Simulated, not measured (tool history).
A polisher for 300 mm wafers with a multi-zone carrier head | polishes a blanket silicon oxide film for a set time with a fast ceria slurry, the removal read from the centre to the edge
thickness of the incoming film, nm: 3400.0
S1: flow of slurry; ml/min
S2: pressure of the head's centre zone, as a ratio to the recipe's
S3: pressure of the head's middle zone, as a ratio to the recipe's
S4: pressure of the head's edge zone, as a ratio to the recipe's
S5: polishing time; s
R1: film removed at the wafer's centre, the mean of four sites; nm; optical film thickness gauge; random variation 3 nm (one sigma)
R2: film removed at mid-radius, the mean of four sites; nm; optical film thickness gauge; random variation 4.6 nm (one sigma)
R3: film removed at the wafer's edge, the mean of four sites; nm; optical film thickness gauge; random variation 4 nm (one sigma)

run 1 day=0.000 | S1=210 S2=1.00 S3=1.00 S4=1.00 S5=51 | R1=572.77 R2=565.09 R3=564.76
run 2 day=0.325 | S1=210 S2=1.00 S3=0.99 S4=0.95 S5=46 | R1=514.20 R2=504.84 R3=497.85
run 3 day=0.688 | S1=255 S2=1.00 S3=0.99 S4=0.95 S5=46 | R1=530.03 R2=511.79 R3=511.18
run 4 day=0.983 | S1=295 S2=1.00 S3=0.99 S4=0.95 S5=46 | R1=542.35 R2=522.39 R3=513.18
run 5 day=1.267 | S1=295 S2=1.00 S3=0.99 S4=1.00 S5=46 | R1=539.22 R2=520.90 R3=514.39
run 6 day=1.471 | S1=330 S2=1.00 S3=0.99 S4=1.00 S5=46 | R1=541.40 R2=525.80 R3=525.86
run 7 day=1.829 | S1=325 S2=1.00 S3=0.99 S4=0.95 S5=42 | R1=493.97 R2=490.19 R3=470.32
run 8 day=2.008 | S1=325 S2=1.00 S3=0.97 S4=0.92 S5=40 | R1=475.56 R2=449.63 R3=438.07
run 9 day=2.254 | S1=265 S2=0.95 S3=0.98 S4=0.82 S5=40 | R1=438.90 R2=445.43 R3=413.27

Forecast run 10:
run 10 day=2.612 | S1=265 S2=0.96 S3=0.97 S4=0.82 S5=39 | R1=? R2=? R3=?

R1: 429.28 nm
R2: 432.39 nm
R3: 399.19 nm

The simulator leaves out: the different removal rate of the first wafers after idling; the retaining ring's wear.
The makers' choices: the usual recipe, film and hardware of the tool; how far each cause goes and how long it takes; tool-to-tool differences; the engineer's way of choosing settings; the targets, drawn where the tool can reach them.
